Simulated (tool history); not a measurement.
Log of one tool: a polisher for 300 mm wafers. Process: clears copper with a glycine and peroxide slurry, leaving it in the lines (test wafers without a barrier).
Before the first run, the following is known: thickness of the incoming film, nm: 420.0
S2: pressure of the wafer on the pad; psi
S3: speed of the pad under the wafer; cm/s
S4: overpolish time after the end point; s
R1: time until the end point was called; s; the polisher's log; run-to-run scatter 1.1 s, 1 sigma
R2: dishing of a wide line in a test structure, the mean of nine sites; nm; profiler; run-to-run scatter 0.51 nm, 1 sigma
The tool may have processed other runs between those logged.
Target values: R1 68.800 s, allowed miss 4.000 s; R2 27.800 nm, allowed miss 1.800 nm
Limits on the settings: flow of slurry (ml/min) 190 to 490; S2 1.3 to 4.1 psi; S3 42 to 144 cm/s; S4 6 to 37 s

{"run": 1, "hour": 0.0, "flow of slurry (ml/min)": 315, "S2": 2.7, "S3": 92, "S4": 19, "R1": 99.406, "R2": 45.882}
{"run": 2, "hour": 4.0, "flow of slurry (ml/min)": 285, "S2": 2.7, "S3": 102, "S4": 15, "R1": 91.926, "R2": 40.866}
{"run": 3, "hour": 5.1, "flow of slurry (ml/min)": 285, "S2": 2.7, "S3": 122, "S4": 15, "R1": 77.312, "R2": 43.446}
{"run": 4, "hour": 11.8, "flow of slurry (ml/min)": 285, "S2": 2.4, "S3": 122, "S4": 15, "R1": 87.779, "R2": 40.948}
{"run": 5, "hour": 14.4, "flow of slurry (ml/min)": 285, "S2": 2.0, "S3": 122, "S4": 15, "R1": 101.6, "R2": 38.319}
{"run": 6, "hour": 16.6, "flow of slurry (ml/min)": 255, "S2": 2.2, "S3": 130, "S4": 12, "R1": 90.877, "R2": 33.862}
{"run": 7, "hour": 23.4, "flow of slurry (ml/min)": 190, "S2": 2.9, "S3": 140, "S4": 6, "R1": 67.71, "R2": 24.649}
{"run": 8, "hour": 24.7, "flow of slurry (ml/min)": 200, "S2": 2.9, "S3": 140, "S4": 6, "R1": 66.399, "R2": 24.181}

Which one of the following 4 next-run settings gets every result inside its allowed miss? There is exactly one.
{"run": "A", "hour": 26.0, "flow of slurry (ml/min)": 280, "S2": 3.2, "S3": 138, "S4": 6, "R1": "?", "R2": "?"}
{"run": "B", "hour": 26.0, "flow of slurry (ml/min)": 190, "S2": 3.5, "S3": 138, "S4": 6, "R1": "?", "R2": "?"}
{"run": "C", "hour": 26.0, "flow of slurry (ml/min)": 200, "S2": 2.7, "S3": 144, "S4": 7, "R1": "?", "R2": "?"}
{"run": "D", "hour": 26.0, "flow of slurry (ml/min)": 200, "S2": 2.6, "S3": 144, "S4": 6, "R1": "?", "R2": "?"}

move=A R1=60.706 R2=27.285
move=B R1=58.641 R2=28.059
move=C R1=70.480 R2=27.360
move=D R1=72.821 R2=23.461
A: puts the biggest miss on target and leaves a different result outside tolerance
B: puts the biggest miss on target and leaves a different result outside tolerance
C: every result within its allowed miss
D: its largest miss is bigger than the last run's
The move that meets every target is C.
